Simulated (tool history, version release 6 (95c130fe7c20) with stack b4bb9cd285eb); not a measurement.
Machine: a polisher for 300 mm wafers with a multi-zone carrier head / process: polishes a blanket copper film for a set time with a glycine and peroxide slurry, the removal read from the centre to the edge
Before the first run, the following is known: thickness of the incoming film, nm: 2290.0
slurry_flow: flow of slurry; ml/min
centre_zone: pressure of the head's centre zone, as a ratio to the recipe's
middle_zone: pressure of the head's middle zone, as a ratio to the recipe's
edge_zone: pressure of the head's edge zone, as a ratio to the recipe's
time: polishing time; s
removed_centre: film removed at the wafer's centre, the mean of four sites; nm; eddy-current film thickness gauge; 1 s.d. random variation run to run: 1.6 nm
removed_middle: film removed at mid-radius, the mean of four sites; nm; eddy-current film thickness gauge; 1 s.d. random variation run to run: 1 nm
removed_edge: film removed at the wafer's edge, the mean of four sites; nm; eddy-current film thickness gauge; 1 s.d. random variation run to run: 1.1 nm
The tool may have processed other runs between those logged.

run  hour  slurry_flow  centre_zone  middle_zone  edge_zone  time  removed_centre  removed_middle  removed_edge
  1     0          260            1            1          1    44          164.14          164.45        163.58
  2   4.5          260         1.04            1          1    44          167.56          167.05        165.45
  3    13          260         1.04         0.97       0.97    41          159.86          151.22        148.35
  4  14.2          255         1.02         0.94       0.96    39          150.46          137.17        139.25
  5  19.9          255         1.02         0.94       1.03    39          148.04          138.17        145.11
  6  24.6          255         0.96         0.94       1.03    39          142.28          137.77        145.36

What will run 7 give?
  7  25.6          245         1.02         0.84       0.93    27               ?               ?             ?

removed_centre: 101.29 nm
removed_middle: 84.919 nm
removed_edge: 94.119 nm
